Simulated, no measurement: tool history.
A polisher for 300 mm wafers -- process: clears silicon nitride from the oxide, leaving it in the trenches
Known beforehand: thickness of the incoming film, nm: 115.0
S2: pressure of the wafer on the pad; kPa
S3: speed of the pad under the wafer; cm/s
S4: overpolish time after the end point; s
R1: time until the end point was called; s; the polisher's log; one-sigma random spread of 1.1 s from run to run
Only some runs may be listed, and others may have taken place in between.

{"run": 1, "hour": 0.0, "flow of slurry (ml/min)": 155, "S2": 19.3, "S3": 112, "S4": 5, "R1": 107.02}
{"run": 2, "hour": 1.9, "flow of slurry (ml/min)": 150, "S2": 18.6, "S3": 112, "S4": 5, "R1": 109.04}
{"run": 3, "hour": 8.1, "flow of slurry (ml/min)": 150, "S2": 17.9, "S3": 112, "S4": 5, "R1": 113.73}
{"run": 4, "hour": 11.0, "flow of slurry (ml/min)": 145, "S2": 17.2, "S3": 112, "S4": 5, "R1": 120.9}
{"run": 5, "hour": 15.3, "flow of slurry (ml/min)": 145, "S2": 17.2, "S3": 98, "S4": 5, "R1": 136.98}
{"run": 6, "hour": 23.1, "flow of slurry (ml/min)": 145, "S2": 17.2, "S3": 74, "S4": 5, "R1": 177.29}
{"run": 7, "hour": 30.8, "flow of slurry (ml/min)": 150, "S2": 18.6, "S3": 74, "S4": 5, "R1": 166.05}
{"run": 8, "hour": 34.7, "flow of slurry (ml/min)": 155, "S2": 20.0, "S3": 74, "S4": 5, "R1": 150.96}
{"run": 9, "hour": 42.2, "flow of slurry (ml/min)": 160, "S2": 20.7, "S3": 74, "S4": 5, "R1": 147.32}
{"run": 10, "hour": 45.1, "flow of slurry (ml/min)": 160, "S2": 21.4, "S3": 74, "S4": 5, "R1": 143.7}
{"run": 11, "hour": 47.1, "flow of slurry (ml/min)": 165, "S2": 22.1, "S3": 74, "S4": 5, "R1": 137.58}

Forecast run 12:
{"run": 12, "hour": 49.1, "flow of slurry (ml/min)": 165, "S2": 22.8, "S3": 74, "S4": 5, "R1": "?"}

R1: 130.95 s

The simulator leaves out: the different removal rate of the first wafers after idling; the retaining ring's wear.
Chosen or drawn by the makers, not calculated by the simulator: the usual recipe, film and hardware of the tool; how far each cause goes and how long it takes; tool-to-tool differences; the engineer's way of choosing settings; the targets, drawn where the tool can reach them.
